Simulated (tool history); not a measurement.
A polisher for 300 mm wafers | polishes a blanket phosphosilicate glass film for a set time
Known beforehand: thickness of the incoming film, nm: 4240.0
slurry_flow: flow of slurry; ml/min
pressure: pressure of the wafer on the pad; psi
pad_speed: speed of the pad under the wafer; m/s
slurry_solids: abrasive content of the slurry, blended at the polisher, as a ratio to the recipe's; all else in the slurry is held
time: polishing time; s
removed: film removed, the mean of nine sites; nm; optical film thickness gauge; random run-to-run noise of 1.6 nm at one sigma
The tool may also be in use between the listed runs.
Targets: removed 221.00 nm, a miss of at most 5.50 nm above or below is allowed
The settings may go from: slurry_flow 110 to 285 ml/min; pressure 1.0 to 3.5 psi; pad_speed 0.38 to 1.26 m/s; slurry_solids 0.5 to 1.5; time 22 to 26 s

{"run": 1, "hour": 0.0, "slurry_flow": 180, "pressure": 2.2, "pad_speed": 0.82, "slurry_solids": 1.0, "time": 26, "removed": 140.18}
{"run": 2, "hour": 7.2, "slurry_flow": 180, "pressure": 2.2, "pad_speed": 0.9, "slurry_solids": 1.0, "time": 26, "removed": 151.19}
{"run": 3, "hour": 8.4, "slurry_flow": 190, "pressure": 2.4, "pad_speed": 0.9, "slurry_solids": 1.0, "time": 26, "removed": 162.49}
{"run": 4, "hour": 11.6, "slurry_flow": 215, "pressure": 2.4, "pad_speed": 0.9, "slurry_solids": 1.0, "time": 26, "removed": 162.93}
{"run": 5, "hour": 18.8, "slurry_flow": 215, "pressure": 1.9, "pad_speed": 0.9, "slurry_solids": 1.0, "time": 26, "removed": 137.44}
{"run": 6, "hour": 27.6, "slurry_flow": 215, "pressure": 2.2, "pad_speed": 0.9, "slurry_solids": 1.0, "time": 26, "removed": 153.87}
{"run": 7, "hour": 31.8, "slurry_flow": 220, "pressure": 2.4, "pad_speed": 0.9, "slurry_solids": 1.0, "time": 26, "removed": 166.3}
{"run": 8, "hour": 35.9, "slurry_flow": 225, "pressure": 2.6, "pad_speed": 0.9, "slurry_solids": 1.0, "time": 26, "removed": 176.34}
{"run": 9, "hour": 37.7, "slurry_flow": 230, "pressure": 3.2, "pad_speed": 0.9, "slurry_solids": 1.0, "time": 26, "removed": 205.52}
{"run": 10, "hour": 43.0, "slurry_flow": 230, "pressure": 3.2, "pad_speed": 0.9, "slurry_solids": 1.0, "time": 26, "removed": 206.97}
{"run": 11, "hour": 51.9, "slurry_flow": 230, "pressure": 3.3, "pad_speed": 0.9, "slurry_solids": 1.0, "time": 26, "removed": 214.29}

Which of these 4 next moves meets every target?
{"run": "A", "hour": 60.8, "slurry_flow": 235, "pressure": 3.5, "pad_speed": 0.98, "slurry_solids": 0.9, "time": 26, "removed": "?"}
{"run": "B", "hour": 60.8, "slurry_flow": 220, "pressure": 3.5, "pad_speed": 0.9, "slurry_solids": 1.0, "time": 25, "removed": "?"}
{"run": "C", "hour": 60.8, "slurry_flow": 275, "pressure": 3.1, "pad_speed": 0.98, "slurry_solids": 1.1, "time": 23, "removed": "?"}
{"run": "D", "hour": 60.8, "slurry_flow": 245, "pressure": 2.7, "pad_speed": 1.02, "slurry_solids": 1.1, "time": 26, "removed": "?"}

move=A removed=220.93
move=B removed=213.23
move=C removed=203.94
move=D removed=209.89
A: every result within its allowed miss
B: its largest miss is bigger than the last run's
C: its largest miss is bigger than the last run's
D: its largest miss is bigger than the last run's
Correct choice: A, which meets every target
